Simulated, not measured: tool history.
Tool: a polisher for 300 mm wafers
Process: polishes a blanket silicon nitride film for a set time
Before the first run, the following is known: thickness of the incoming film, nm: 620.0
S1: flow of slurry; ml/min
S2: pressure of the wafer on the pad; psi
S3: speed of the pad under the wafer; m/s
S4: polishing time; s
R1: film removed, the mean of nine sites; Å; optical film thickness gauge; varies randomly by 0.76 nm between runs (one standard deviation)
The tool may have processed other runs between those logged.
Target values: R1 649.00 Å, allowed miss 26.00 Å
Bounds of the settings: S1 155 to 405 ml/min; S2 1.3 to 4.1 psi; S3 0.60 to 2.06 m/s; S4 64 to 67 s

run  hour   S1   S2    S3  S4       R1
  1   0.0  260  2.7  1.32  64  1011.50
  2   8.8  260  2.4  1.32  64   919.51
  3  12.4  260  2.4  1.46  64  1001.60
  4  14.0  260  2.2  1.44  64   911.20
  5  20.0  260  2.2  1.66  64  1003.70
     26.9  -- worn pad replaced by a new one
  6  26.9  290  2.2  1.66  64  1121.40
  7  33.7  270  2.1  1.66  64  1076.50
  8  41.5  255  2.0  1.62  64   965.08
  9  46.6  240  1.9  1.60  64   941.78
 10  54.7  235  1.8  1.54  64   867.53
 11  61.6  230  1.7  1.50  64   810.16
 12  65.4  225  1.6  1.48  64   756.45
 13  73.7  225  1.6  1.48  64   759.39
 14  75.8  220  1.5  1.46  64   707.03

Below are 5 possible settings for the next run. Only one of them brings all results inside the allowed miss of their targets. Which is it?
  A  77.9  200  1.8  1.38  67   ?
  B  77.9  235  1.6  1.42  64   ?
  C  77.9  235  1.4  1.32  67   ?
  D  77.9  245  1.4  1.24  65   ?
  E  77.9  180  1.4  1.28  64   ?

move      R1
   A  813.91
   B  739.55
   C  656.99
   D  609.46
   E  588.19
A: further off than the last run
B: further off than the last run
C: in spec on every target
D: the result that was furthest off in the last run now lies on the other side of its target
E: the result that was furthest off in the last run now lies on the other side of its target
The move that meets every target is C.

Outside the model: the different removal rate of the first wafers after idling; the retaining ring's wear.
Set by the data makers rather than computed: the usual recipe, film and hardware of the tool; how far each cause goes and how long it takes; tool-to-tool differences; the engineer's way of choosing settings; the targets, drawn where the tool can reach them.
